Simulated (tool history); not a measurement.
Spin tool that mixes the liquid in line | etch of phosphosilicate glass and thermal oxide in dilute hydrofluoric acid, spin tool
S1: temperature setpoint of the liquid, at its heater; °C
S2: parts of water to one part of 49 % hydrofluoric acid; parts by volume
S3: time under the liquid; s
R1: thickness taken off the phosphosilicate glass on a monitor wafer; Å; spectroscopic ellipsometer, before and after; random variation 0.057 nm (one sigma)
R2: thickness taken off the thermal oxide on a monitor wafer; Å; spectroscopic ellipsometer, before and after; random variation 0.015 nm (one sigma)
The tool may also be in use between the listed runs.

run,day,S1,S2,S3,R1,R2
1,0,20,95,30,245.37,12.157
2,0.192,19.5,100,30,227.43,11.19
3,0.321,19,105,30,209.13,10.653
4,0.675,19,110,30,200.4,9.8274
5,0.854,19,140,30,152.25,7.7812
6,1.138,19,120,30,180.09,9.1234
7,1.425,18.5,125,30,168.59,8.6798
8,1.525,18.5,130,30,163.32,7.9719
9,1.662,18.5,135,30,154.39,7.7914

Run 10 comes next. What will it give?
10,1.95,17.5,145,30,?,?

R1: 137.38 Å
R2: 6.9377 Å

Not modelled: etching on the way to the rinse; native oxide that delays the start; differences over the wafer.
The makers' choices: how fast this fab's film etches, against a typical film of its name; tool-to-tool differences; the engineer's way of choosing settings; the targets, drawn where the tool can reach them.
